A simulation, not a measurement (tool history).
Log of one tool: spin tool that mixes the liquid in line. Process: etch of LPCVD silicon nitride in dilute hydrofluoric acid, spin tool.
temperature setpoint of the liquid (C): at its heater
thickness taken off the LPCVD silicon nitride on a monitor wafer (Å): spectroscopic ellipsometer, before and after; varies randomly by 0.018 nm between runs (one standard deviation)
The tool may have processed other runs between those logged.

run	day	temperature setpoint of the liquid (C)	parts of water to one part of 49 % hydrofluoric acid (parts by volume)	time under the liquid (s)	thickness taken off the LPCVD silicon nitride on a monitor wafer (Å)
1	0.000	21.0	150	280	6.5553
2	0.346	21.0	120	280	8.1389
3	0.654	24.5	120	280	10.0950
4	0.929	24.5	155	280	8.4521
5	1.088	24.0	165	280	7.8758
6	1.150	24.0	165	280	7.2417
7	1.321	23.5	175	280	6.6399
8	1.517	23.0	185	280	6.2342
9	1.571	22.5	195	280	6.0686
10	1.775	22.5	195	280	5.3447

Run 11, settings as shown, results not yet in. Your forecast:
11	1.846	22.0	200	280	?

thickness taken off the LPCVD silicon nitride on a monitor wafer (Å): 5.1685
